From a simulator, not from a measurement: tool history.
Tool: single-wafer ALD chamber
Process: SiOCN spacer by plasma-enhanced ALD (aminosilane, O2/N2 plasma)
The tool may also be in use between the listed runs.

run	day	heater temperature setpoint (deg C)	number of ALD cycles (cycles)	mean film thickness on the monitor wafer (Å)
1	0.000	380	43	25.846
2	0.038	380	45	27.079
3	0.258	380	41	24.551
4	0.562	380	44	26.266
5	0.800	389	44	26.355
6	1.083	389	46	27.460

What does the tool deliver on the next run?
7	1.238	389	46	?

Run 7 yielded mean film thickness on the monitor wafer (Å) 27.559.
